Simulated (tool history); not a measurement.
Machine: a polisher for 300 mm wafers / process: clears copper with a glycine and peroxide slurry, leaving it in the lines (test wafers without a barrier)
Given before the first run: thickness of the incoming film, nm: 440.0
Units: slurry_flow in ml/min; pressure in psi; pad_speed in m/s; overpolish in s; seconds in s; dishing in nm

run	hour	slurry_flow	pressure	pad_speed	overpolish	seconds	dishing
1	0	200	2.9	0.88	19	74.196	64.344
2	5.7	200	3.2	0.88	21	68.914	73.776
3	13.1	225	3.2	0.88	21	67.3	74.48
4	15.4	225	2.5	0.88	21	80.921	65.251
5	21.8	225	2.9	0.88	22	73.763	73.27
6	25.4	240	2.9	0.88	22	70.075	72.729

For run 7, what comes out?
7	26.9	240	3.1	0.88	23	?	?

Run 7 yielded seconds 67.977 s, dishing 77.315 nm.

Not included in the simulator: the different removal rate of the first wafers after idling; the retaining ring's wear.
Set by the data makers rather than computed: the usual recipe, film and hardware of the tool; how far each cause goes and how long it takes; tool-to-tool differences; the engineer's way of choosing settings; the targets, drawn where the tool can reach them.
